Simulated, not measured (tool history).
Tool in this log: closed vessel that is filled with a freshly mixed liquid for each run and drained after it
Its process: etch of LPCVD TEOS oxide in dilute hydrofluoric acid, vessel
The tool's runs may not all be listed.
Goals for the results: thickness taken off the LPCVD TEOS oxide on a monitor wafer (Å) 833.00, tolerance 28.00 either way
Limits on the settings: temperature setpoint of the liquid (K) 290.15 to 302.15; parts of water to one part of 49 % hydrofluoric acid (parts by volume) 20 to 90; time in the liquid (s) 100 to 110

run,day,temperature setpoint of the liquid (K),parts of water to one part of 49 % hydrofluoric acid (parts by volume),time in the liquid (s),thickness taken off the LPCVD TEOS oxide on a monitor wafer (Å)
1,0.000,294.15,50,100,543.09
2,0.275,294.15,60,100,444.56
3,0.471,294.15,60,110,494.10
4,0.638,295.65,60,110,519.47
5,0.708,295.65,55,110,573.45
6,0.817,299.15,55,110,668.79
7,1.075,299.65,55,110,689.29
8,1.354,300.15,55,110,708.01
9,1.417,300.65,55,110,707.68
10,1.708,301.15,55,110,727.32

Of the 4 settings listed for the next run, only one would bring every result within its allowed miss of target. Which one?
A,2.000,301.15,45,110,?
B,2.000,299.15,40,110,?
C,2.000,300.65,45,110,?
D,2.000,299.15,45,110,?

move,thickness taken off the LPCVD TEOS oxide on a monitor wafer (Å)
A,891.65
B,931.83
C,873.93
D,822.49
A: takes the result that was furthest off past its target
B: takes the result that was furthest off past its target
C: takes the result that was furthest off past its target
D: every result within its allowed miss
Answer: D

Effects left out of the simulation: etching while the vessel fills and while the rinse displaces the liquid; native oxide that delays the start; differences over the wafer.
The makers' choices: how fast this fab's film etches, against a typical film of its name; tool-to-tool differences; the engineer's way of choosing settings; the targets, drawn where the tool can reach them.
